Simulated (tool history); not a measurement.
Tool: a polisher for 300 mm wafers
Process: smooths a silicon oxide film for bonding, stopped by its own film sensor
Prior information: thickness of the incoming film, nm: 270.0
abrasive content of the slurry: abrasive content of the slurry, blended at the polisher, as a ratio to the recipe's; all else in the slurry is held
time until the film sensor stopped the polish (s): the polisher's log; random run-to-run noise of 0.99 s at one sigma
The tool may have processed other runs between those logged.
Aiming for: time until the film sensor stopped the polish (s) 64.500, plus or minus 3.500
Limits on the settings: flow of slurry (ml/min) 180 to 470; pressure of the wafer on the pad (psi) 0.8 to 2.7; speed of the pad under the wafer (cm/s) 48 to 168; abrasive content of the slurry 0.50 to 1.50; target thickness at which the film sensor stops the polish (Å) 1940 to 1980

run	hour	flow of slurry (ml/min)	pressure of the wafer on the pad (psi)	speed of the pad under the wafer (cm/s)	abrasive content of the slurry	target thickness at which the film sensor stops the polish (Å)	time until the film sensor stopped the polish (s)
1	0.0	300	1.7	108	1.00	1980	110.120
2	4.3	300	1.7	92	1.00	1980	121.540
3	8.8	300	1.7	78	1.00	1980	144.020
4	15.3	300	2.0	86	1.00	1980	117.080
5	23.4	360	2.0	86	1.00	1980	114.740
6	27.5	360	2.2	96	1.00	1980	96.514
7	32.6	360	2.2	96	1.00	1980	93.768
8	39.9	360	2.7	110	1.00	1980	71.988
9	44.4	360	2.7	114	1.00	1980	70.698
10	47.3	360	2.7	118	1.00	1980	68.512

Consider the 5 candidate settings below. Which is the only one whose results all fall within their allowed miss of target?
A	50.2	335	2.7	102	1.10	1980	?
B	50.2	455	2.7	124	0.95	1980	?
C	50.2	365	2.3	114	1.20	1980	?
D	50.2	355	2.4	120	0.90	1970	?
E	50.2	350	2.6	122	0.90	1940	?

move	time until the film sensor stopped the polish (s)
A	74.908
B	66.717
C	75.450
D	79.930
E	76.774
A: further off than the last run
B: each result inside its tolerance
C: further off than the last run
D: further off than the last run
E: further off than the last run
The right move is B.
